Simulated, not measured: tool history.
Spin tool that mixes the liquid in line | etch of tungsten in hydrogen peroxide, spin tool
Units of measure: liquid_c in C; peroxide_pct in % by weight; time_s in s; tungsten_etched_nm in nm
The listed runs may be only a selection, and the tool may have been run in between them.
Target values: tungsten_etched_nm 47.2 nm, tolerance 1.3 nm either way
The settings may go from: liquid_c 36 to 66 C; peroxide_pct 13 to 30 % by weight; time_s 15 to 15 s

run	hour	liquid_c	peroxide_pct	time_s	tungsten_etched_nm
1	0	52	26	15	29.608
2	7.3	54.5	26	15	35.136
3	8.7	56	26	15	37.919
4	17	57	26	15	40.322
5	21.9	53.5	26	15	33.167
6	29.4	55.5	26	15	37.608
7	36.5	56.5	26	15	39.69
8	38.8	57.5	26	15	41.812
9	45.8	58	26	15	43.287

Next run, 5 choices. One meets every target within its allowed miss, the rest don't. Which?
A	52.8	58.5	23	15	?
B	52.8	55	30	15	?
C	52.8	55.5	30	15	?
D	52.8	58.5	30	15	?
E	52.8	56.5	30	15	?

move	tungsten_etched_nm
A	41.481
B	38.583
C	39.742
D	47.374
E	42.154
A: its largest miss is bigger than the last run's
B: its largest miss is bigger than the last run's
C: its largest miss is bigger than the last run's
D: meets every target
E: its largest miss is bigger than the last run's
Correct choice: D, which meets every target

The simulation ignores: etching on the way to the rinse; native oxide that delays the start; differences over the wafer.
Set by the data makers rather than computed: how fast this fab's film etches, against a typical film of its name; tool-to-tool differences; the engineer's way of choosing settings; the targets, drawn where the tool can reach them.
